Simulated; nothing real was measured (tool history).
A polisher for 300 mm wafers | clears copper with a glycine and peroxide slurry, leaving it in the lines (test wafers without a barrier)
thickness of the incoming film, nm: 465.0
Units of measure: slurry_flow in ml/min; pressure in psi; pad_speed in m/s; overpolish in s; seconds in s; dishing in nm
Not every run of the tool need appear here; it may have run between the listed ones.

| run | hour | slurry_flow | pressure | pad_speed | overpolish | seconds | dishing |
|---|---|---|---|---|---|---|---|
| 1 | 0 | 215 | 2.8 | 1.18 | 28 | 81.748 | 81.502 |
| 2 | 8 | 265 | 2.8 | 1.18 | 28 | 80.133 | 80.665 |
| 3 | 9.4 | 265 | 2.8 | 1.18 | 30 | 80.905 | 86.654 |
| 4 | 18 | 265 | 3.1 | 1.18 | 30 | 72.538 | 92.419 |
| 5 | 22.7 | 215 | 3.1 | 1.18 | 30 | 72.302 | 90.312 |
| 6 | 29.9 | 215 | 3.1 | 1.18 | 31 | 73.773 | 93.175 |
| 7 | 31.9 | 215 | 3.1 | 1.18 | 32 | 72.603 | 96.016 |
| 8 | 33.3 | 215 | 3.1 | 1.18 | 33 | 73.684 | 97.604 |

What does the tool deliver on the next run?
| 9 | 39.8 | 215 | 3.1 | 1.18 | 34 | ? | ? |

Run 9 measured seconds 75.616 s, dishing 99.576 nm.
